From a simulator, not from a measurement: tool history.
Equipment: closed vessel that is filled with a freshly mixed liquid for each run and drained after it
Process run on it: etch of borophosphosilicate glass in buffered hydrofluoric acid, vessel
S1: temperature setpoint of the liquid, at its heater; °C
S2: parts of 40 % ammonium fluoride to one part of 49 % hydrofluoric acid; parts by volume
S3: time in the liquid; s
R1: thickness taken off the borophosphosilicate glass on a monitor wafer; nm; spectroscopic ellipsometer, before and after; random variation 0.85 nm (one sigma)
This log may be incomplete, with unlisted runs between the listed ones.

run,day,S1,S2,S3,R1
1,0,23,7.5,35,97.585
2,0.233,23,7.5,35,98.103
3,0.292,24,7.5,35,103.35
4,0.567,24,6.5,35,119.09
5,0.762,25,6.5,35,126.53
6,1.054,25,6.5,35,125.72

What will run 7 give?
7,1.188,29,6.5,35,?

Run 7 came out at R1 154.94 nm.
